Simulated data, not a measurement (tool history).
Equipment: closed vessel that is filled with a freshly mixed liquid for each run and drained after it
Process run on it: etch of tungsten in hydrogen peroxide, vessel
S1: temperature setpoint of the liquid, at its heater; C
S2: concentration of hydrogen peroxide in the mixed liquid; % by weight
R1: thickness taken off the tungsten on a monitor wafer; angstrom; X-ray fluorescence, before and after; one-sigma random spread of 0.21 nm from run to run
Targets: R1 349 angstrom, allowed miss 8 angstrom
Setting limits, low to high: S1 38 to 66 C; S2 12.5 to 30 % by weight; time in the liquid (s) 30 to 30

{"run": 1, "hour": 0.0, "S1": 54, "S2": 24.5, "time in the liquid (s)": 30, "R1": 669.09}
{"run": 2, "hour": 3.9, "S1": 52, "S2": 24.5, "time in the liquid (s)": 30, "R1": 585.7}
{"run": 3, "hour": 12.6, "S1": 52, "S2": 22.5, "time in the liquid (s)": 30, "R1": 561.42}
{"run": 4, "hour": 13.6, "S1": 50.5, "S2": 22.5, "time in the liquid (s)": 30, "R1": 513.62}
{"run": 5, "hour": 18.6, "S1": 50.5, "S2": 22.5, "time in the liquid (s)": 30, "R1": 515.22}
{"run": 6, "hour": 21.2, "S1": 49, "S2": 22.5, "time in the liquid (s)": 30, "R1": 470.29}
{"run": 7, "hour": 24.6, "S1": 48, "S2": 22.5, "time in the liquid (s)": 30, "R1": 442.05}
{"run": 8, "hour": 25.6, "S1": 47, "S2": 22.5, "time in the liquid (s)": 30, "R1": 418.61}
{"run": 9, "hour": 28.0, "S1": 46.5, "S2": 22.5, "time in the liquid (s)": 30, "R1": 404.55}
{"run": 10, "hour": 36.5, "S1": 46, "S2": 22.5, "time in the liquid (s)": 30, "R1": 384.76}
{"run": 11, "hour": 44.8, "S1": 45.5, "S2": 22.5, "time in the liquid (s)": 30, "R1": 375.34}

Which of these 5 next moves meets every target?
{"run": "A", "hour": 53.1, "S1": 46, "S2": 16, "time in the liquid (s)": 30, "R1": "?"}
{"run": "B", "hour": 53.1, "S1": 44.5, "S2": 29.5, "time in the liquid (s)": 30, "R1": "?"}
{"run": "C", "hour": 53.1, "S1": 42, "S2": 27.5, "time in the liquid (s)": 30, "R1": "?"}
{"run": "D", "hour": 53.1, "S1": 46, "S2": 18, "time in the liquid (s)": 30, "R1": "?"}
{"run": "E", "hour": 53.1, "S1": 44, "S2": 21.5, "time in the liquid (s)": 30, "R1": "?"}

move=A R1=327.06
move=B R1=404.08
move=C R1=332.66
move=D R1=346.9
move=E R1=334.21
A: the result that was furthest off in the last run now lies on the other side of its target
B: lands further from the targets than the last run did
C: the result that was furthest off in the last run now lies on the other side of its target
D: every result within its allowed miss
E: the result that was furthest off in the last run now lies on the other side of its target
D meets every target.
